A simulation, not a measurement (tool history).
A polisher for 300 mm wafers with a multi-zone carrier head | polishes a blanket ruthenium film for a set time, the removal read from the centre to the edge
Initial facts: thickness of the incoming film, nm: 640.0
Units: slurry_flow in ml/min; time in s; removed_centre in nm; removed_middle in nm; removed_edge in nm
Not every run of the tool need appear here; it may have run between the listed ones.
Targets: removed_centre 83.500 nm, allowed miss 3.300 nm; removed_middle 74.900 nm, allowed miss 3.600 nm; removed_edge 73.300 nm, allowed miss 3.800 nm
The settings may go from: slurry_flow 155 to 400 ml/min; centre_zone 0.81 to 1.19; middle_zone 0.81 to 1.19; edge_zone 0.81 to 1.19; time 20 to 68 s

{"run": 1, "hour": 0.0, "slurry_flow": 255, "centre_zone": 1.0, "middle_zone": 1.0, "edge_zone": 1.0, "time": 44, "removed_centre": 54.366, "removed_middle": 57.418, "removed_edge": 55.382}
{"run": 2, "hour": 7.9, "slurry_flow": 255, "centre_zone": 1.0, "middle_zone": 0.92, "edge_zone": 1.0, "time": 44, "removed_centre": 55.298, "removed_middle": 52.563, "removed_edge": 55.029}
{"run": 3, "hour": 9.7, "slurry_flow": 260, "centre_zone": 1.02, "middle_zone": 0.93, "edge_zone": 1.01, "time": 46, "removed_centre": 58.469, "removed_middle": 54.776, "removed_edge": 58.839}
{"run": 4, "hour": 13.9, "slurry_flow": 265, "centre_zone": 1.04, "middle_zone": 0.95, "edge_zone": 1.0, "time": 47, "removed_centre": 60.411, "removed_middle": 56.176, "removed_edge": 59.146}
{"run": 5, "hour": 21.1, "slurry_flow": 265, "centre_zone": 0.96, "middle_zone": 0.95, "edge_zone": 1.0, "time": 47, "removed_centre": 58.159, "removed_middle": 57.429, "removed_edge": 58.874}
{"run": 6, "hour": 30.1, "slurry_flow": 265, "centre_zone": 0.96, "middle_zone": 0.9, "edge_zone": 1.0, "time": 47, "removed_centre": 56.16, "removed_middle": 54.098, "removed_edge": 59.519}
{"run": 7, "hour": 31.6, "slurry_flow": 265, "centre_zone": 0.99, "middle_zone": 0.92, "edge_zone": 1.0, "time": 48, "removed_centre": 58.926, "removed_middle": 56.095, "removed_edge": 61.403}
{"run": 8, "hour": 38.1, "slurry_flow": 265, "centre_zone": 0.99, "middle_zone": 0.92, "edge_zone": 1.0, "time": 48, "removed_centre": 58.981, "removed_middle": 55.878, "removed_edge": 60.459}
{"run": 9, "hour": 42.3, "slurry_flow": 270, "centre_zone": 1.02, "middle_zone": 0.94, "edge_zone": 1.0, "time": 49, "removed_centre": 62.846, "removed_middle": 57.92, "removed_edge": 62.349}
{"run": 10, "hour": 51.1, "slurry_flow": 295, "centre_zone": 1.12, "middle_zone": 1.04, "edge_zone": 1.03, "time": 55, "removed_centre": 79.09, "removed_middle": 73.083, "removed_edge": 70.629}

Of the 5 settings listed for the next run, only one would bring every result within its allowed miss of target. Which one?
{"run": "A", "hour": 59.9, "slurry_flow": 320, "centre_zone": 0.97, "middle_zone": 1.03, "edge_zone": 1.07, "time": 62, "removed_centre": "?", "removed_middle": "?", "removed_edge": "?"}
{"run": "B", "hour": 59.9, "slurry_flow": 165, "centre_zone": 1.08, "middle_zone": 1.13, "edge_zone": 1.0, "time": 63, "removed_centre": "?", "removed_middle": "?", "removed_edge": "?"}
{"run": "C", "hour": 59.9, "slurry_flow": 190, "centre_zone": 0.99, "middle_zone": 1.04, "edge_zone": 1.13, "time": 65, "removed_centre": "?", "removed_middle": "?", "removed_edge": "?"}
{"run": "D", "hour": 59.9, "slurry_flow": 395, "centre_zone": 1.14, "middle_zone": 1.02, "edge_zone": 1.02, "time": 56, "removed_centre": "?", "removed_middle": "?", "removed_edge": "?"}
{"run": "E", "hour": 59.9, "slurry_flow": 310, "centre_zone": 0.92, "middle_zone": 1.01, "edge_zone": 1.15, "time": 62, "removed_centre": "?", "removed_middle": "?", "removed_edge": "?"}

move=A removed_centre=78.525 removed_middle=80.931 removed_edge=80.721
move=B removed_centre=79.823 removed_middle=80.678 removed_edge=73.647
move=C removed_centre=77.783 removed_middle=79.752 removed_edge=82.512
move=D removed_centre=85.137 removed_middle=73.774 removed_edge=72.233
move=E removed_centre=74.178 removed_middle=79.360 removed_edge=83.552
A: further off than the last run
B: further off than the last run
C: further off than the last run
D: every result lands within tolerance
E: further off than the last run
Correct choice: D, which meets every target
